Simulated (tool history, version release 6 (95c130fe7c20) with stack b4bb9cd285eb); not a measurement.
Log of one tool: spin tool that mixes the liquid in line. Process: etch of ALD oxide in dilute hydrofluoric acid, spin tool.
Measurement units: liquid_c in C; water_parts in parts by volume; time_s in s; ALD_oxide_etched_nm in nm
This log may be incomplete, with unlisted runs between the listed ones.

{"run": 1, "day": 0.0, "liquid_c": 26.0, "water_parts": 165, "time_s": 90, "ALD_oxide_etched_nm": 18.915}
{"run": 2, "day": 0.058, "liquid_c": 26.0, "water_parts": 215, "time_s": 90, "ALD_oxide_etched_nm": 13.789}
{"run": 3, "day": 0.288, "liquid_c": 27.0, "water_parts": 215, "time_s": 90, "ALD_oxide_etched_nm": 14.232}
{"run": 4, "day": 0.467, "liquid_c": 27.0, "water_parts": 215, "time_s": 95, "ALD_oxide_etched_nm": 14.965}
{"run": 5, "day": 0.704, "liquid_c": 27.0, "water_parts": 265, "time_s": 95, "ALD_oxide_etched_nm": 11.514}
{"run": 6, "day": 0.858, "liquid_c": 27.0, "water_parts": 210, "time_s": 95, "ALD_oxide_etched_nm": 15.501}
{"run": 7, "day": 0.917, "liquid_c": 27.5, "water_parts": 205, "time_s": 95, "ALD_oxide_etched_nm": 16.166}
{"run": 8, "day": 0.975, "liquid_c": 28.0, "water_parts": 200, "time_s": 95, "ALD_oxide_etched_nm": 17.002}
{"run": 9, "day": 1.058, "liquid_c": 28.5, "water_parts": 195, "time_s": 95, "ALD_oxide_etched_nm": 17.877}
{"run": 10, "day": 1.262, "liquid_c": 29.0, "water_parts": 190, "time_s": 95, "ALD_oxide_etched_nm": 18.745}
{"run": 11, "day": 1.471, "liquid_c": 29.5, "water_parts": 190, "time_s": 95, "ALD_oxide_etched_nm": 19.001}
{"run": 12, "day": 1.762, "liquid_c": 30.0, "water_parts": 190, "time_s": 95, "ALD_oxide_etched_nm": 19.41}
{"run": 13, "day": 2.112, "liquid_c": 30.5, "water_parts": 190, "time_s": 95, "ALD_oxide_etched_nm": 19.715}
{"run": 14, "day": 2.454, "liquid_c": 30.5, "water_parts": 190, "time_s": 95, "ALD_oxide_etched_nm": 19.712}

The next listed run, before its measurement:
{"run": 15, "day": 2.662, "liquid_c": 30.5, "water_parts": 190, "time_s": 95, "ALD_oxide_etched_nm": "?"}

ALD_oxide_etched_nm: 19.744 nm

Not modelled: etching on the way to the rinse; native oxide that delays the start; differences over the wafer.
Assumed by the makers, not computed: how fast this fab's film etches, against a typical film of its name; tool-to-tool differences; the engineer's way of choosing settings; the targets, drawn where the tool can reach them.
